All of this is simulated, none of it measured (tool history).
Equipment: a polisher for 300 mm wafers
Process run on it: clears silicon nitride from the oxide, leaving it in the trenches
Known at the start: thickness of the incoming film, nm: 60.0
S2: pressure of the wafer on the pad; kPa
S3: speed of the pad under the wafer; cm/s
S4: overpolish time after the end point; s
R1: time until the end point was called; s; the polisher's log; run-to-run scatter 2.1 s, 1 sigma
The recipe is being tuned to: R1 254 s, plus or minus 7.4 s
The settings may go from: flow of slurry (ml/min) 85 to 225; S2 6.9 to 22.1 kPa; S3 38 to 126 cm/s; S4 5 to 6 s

Run 1, day 0: flow of slurry (ml/min) 145, S2 14.5 kPa, S3 82 cm/s, S4 6 s. Result: R1 103.71 s.
Run 2, day 0.1: flow of slurry (ml/min) 145, S2 11.7 kPa, S3 82 cm/s, S4 6 s. Result: R1 127.59 s.
Run 3, day 0.271: flow of slurry (ml/min) 135, S2 10.3 kPa, S3 74 cm/s, S4 6 s. Result: R1 160.98 s.
Run 4, day 0.379: flow of slurry (ml/min) 125, S2 9 kPa, S3 70 cm/s, S4 6 s. Result: R1 195.04 s.
Run 5, day 0.471: flow of slurry (ml/min) 115, S2 8.3 kPa, S3 68 cm/s, S4 6 s. Result: R1 221.22 s.
Run 6, day 0.838: flow of slurry (ml/min) 115, S2 10.3 kPa, S3 68 cm/s, S4 6 s. Result: R1 180.56 s.
Run 7, day 1.058: flow of slurry (ml/min) 110, S2 9 kPa, S3 68 cm/s, S4 6 s. Result: R1 206.72 s.
Run 8, day 1.396: flow of slurry (ml/min) 105, S2 8.3 kPa, S3 68 cm/s, S4 6 s. Result: R1 228.8 s.
Run 9, day 1.504: flow of slurry (ml/min) 100, S2 8.3 kPa, S3 68 cm/s, S4 6 s. Result: R1 232.52 s.
Run 10, day 1.583: flow of slurry (ml/min) 95, S2 8.3 kPa, S3 68 cm/s, S4 6 s. Result: R1 234.13 s.
Run 11, day 1.867: flow of slurry (ml/min) 90, S2 8.3 kPa, S3 68 cm/s, S4 6 s. Result: R1 240.6 s.
Run 12, day 2.188: flow of slurry (ml/min) 85, S2 8.3 kPa, S3 68 cm/s, S4 6 s. Result: R1 246.4 s.

Consider the 4 candidate settings below. Which is the only one whose results all fall within their allowed miss of target?
Run A, day 2.508: flow of slurry (ml/min) 95, S2 7.6 kPa, S3 72 cm/s, S4 6 s. Result: R1 ?.
Run B, day 2.508: flow of slurry (ml/min) 85, S2 7.6 kPa, S3 76 cm/s, S4 6 s. Result: R1 ?.
Run C, day 2.508: flow of slurry (ml/min) 95, S2 6.9 kPa, S3 80 cm/s, S4 5 s. Result: R1 ?.
Run D, day 2.508: flow of slurry (ml/min) 105, S2 8.3 kPa, S3 60 cm/s, S4 5 s. Result: R1 ?.

move      R1
   A  240.34
   B  237.26
   C  238.16
   D  254.45
A: lands further from the targets than the last run did
B: lands further from the targets than the last run did
C: lands further from the targets than the last run did
D: all results land within tolerance of their targets
The move that meets every target is D.
